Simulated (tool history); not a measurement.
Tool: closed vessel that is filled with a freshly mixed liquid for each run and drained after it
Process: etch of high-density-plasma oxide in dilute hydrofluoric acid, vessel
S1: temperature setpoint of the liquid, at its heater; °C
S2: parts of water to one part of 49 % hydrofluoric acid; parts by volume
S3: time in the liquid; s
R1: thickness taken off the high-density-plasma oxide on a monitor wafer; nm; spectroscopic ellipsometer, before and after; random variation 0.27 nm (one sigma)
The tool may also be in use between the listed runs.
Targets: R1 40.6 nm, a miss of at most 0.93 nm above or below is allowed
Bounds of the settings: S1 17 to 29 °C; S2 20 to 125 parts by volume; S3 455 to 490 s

{"run": 1, "hour": 0.0, "S1": 21, "S2": 70, "S3": 455, "R1": 30.143}
{"run": 2, "hour": 3.2, "S1": 22, "S2": 70, "S3": 455, "R1": 31.72}
{"run": 3, "hour": 10.0, "S1": 22.5, "S2": 70, "S3": 455, "R1": 31.819}
{"run": 4, "hour": 13.9, "S1": 22.5, "S2": 85, "S3": 455, "R1": 25.857}
{"run": 5, "hour": 21.2, "S1": 23.5, "S2": 85, "S3": 455, "R1": 27.007}
{"run": 6, "hour": 22.7, "S1": 23.5, "S2": 75, "S3": 455, "R1": 31.101}
{"run": 7, "hour": 27.3, "S1": 24, "S2": 75, "S3": 455, "R1": 31.434}
{"hour": 29.4, "done": "thermometer replaced"}
{"run": 8, "hour": 29.4, "S1": 24.5, "S2": 75, "S3": 455, "R1": 30.81}
{"run": 9, "hour": 35.1, "S1": 25, "S2": 75, "S3": 455, "R1": 31.413}
{"run": 10, "hour": 39.1, "S1": 25.5, "S2": 75, "S3": 455, "R1": 32.548}
{"run": 11, "hour": 40.4, "S1": 26, "S2": 75, "S3": 455, "R1": 32.706}
{"run": 12, "hour": 49.2, "S1": 26.5, "S2": 75, "S3": 455, "R1": 33.76}
{"run": 13, "hour": 57.9, "S1": 27, "S2": 75, "S3": 455, "R1": 33.955}
{"run": 14, "hour": 60.8, "S1": 28, "S2": 70, "S3": 455, "R1": 38.219}

Below are 5 possible settings for the next run. Only one of them brings all results inside the allowed miss of their targets. Which is it?
{"run": "A", "hour": 63.7, "S1": 28, "S2": 65, "S3": 475, "R1": "?"}
{"run": "B", "hour": 63.7, "S1": 26.5, "S2": 60, "S3": 455, "R1": "?"}
{"run": "C", "hour": 63.7, "S1": 29, "S2": 70, "S3": 460, "R1": "?"}
{"run": "D", "hour": 63.7, "S1": 29, "S2": 75, "S3": 455, "R1": "?"}
{"run": "E", "hour": 63.7, "S1": 26, "S2": 70, "S3": 485, "R1": "?"}

move=A R1=43.226
move=B R1=42.564
move=C R1=40.131
move=D R1=36.782
move=E R1=37.602
A: takes the result that was furthest off past its target
B: takes the result that was furthest off past its target
C: each result inside its tolerance
D: its largest miss is bigger than the last run's
E: its largest miss is bigger than the last run's
Go with C: it meets all targets.
